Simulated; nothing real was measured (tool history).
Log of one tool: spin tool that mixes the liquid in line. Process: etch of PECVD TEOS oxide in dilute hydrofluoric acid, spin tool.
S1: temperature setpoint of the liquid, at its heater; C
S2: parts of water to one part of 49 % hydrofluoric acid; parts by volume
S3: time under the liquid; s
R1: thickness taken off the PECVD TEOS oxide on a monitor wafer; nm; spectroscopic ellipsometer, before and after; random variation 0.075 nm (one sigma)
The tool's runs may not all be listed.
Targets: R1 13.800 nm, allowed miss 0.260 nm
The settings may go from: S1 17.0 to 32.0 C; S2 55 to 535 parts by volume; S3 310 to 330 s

run 1 hour=0.0 | S1=24.0 S2=295 S3=310 | R1=18.219
run 2 hour=1.7 | S1=24.0 S2=245 S3=310 | R1=23.393
run 3 hour=8.9 | S1=23.0 S2=255 S3=310 | R1=21.341
run 4 hour=14.1 | S1=22.0 S2=260 S3=310 | R1=19.924
run 5 hour=22.9 | S1=22.0 S2=195 S3=310 | R1=28.576
run 6 hour=25.3 | S1=22.0 S2=195 S3=330 | R1=30.121
run 7 hour=26.5 | S1=21.5 S2=215 S3=330 | R1=26.492
run 8 hour=33.8 | S1=21.0 S2=230 S3=330 | R1=23.975
run 9 hour=37.6 | S1=20.5 S2=240 S3=330 | R1=22.093
run 10 hour=45.1 | S1=20.0 S2=250 S3=330 | R1=20.764
run 11 hour=52.2 | S1=19.5 S2=260 S3=330 | R1=19.405
run 12 hour=54.4 | S1=19.0 S2=265 S3=330 | R1=18.707
run 13 hour=61.3 | S1=17.0 S2=330 S3=330 | R1=13.225
run 14 hour=65.6 | S1=17.5 S2=330 S3=330 | R1=13.389

4 next moves are on the table. One of them brings every result within its allowed miss. Which?
run A hour=69.9 | S1=17.0 S2=315 S3=310 | R1=?
run B hour=69.9 | S1=17.0 S2=310 S3=310 | R1=?
run C hour=69.9 | S1=19.0 S2=325 S3=330 | R1=?
run D hour=69.9 | S1=19.0 S2=325 S3=315 | R1=?

move=A R1=12.998
move=B R1=13.262
move=C R1=14.321
move=D R1=13.670
A: further off than the last run
B: further off than the last run
C: takes the result that was furthest off past its target
D: meets every target
The right move is D.

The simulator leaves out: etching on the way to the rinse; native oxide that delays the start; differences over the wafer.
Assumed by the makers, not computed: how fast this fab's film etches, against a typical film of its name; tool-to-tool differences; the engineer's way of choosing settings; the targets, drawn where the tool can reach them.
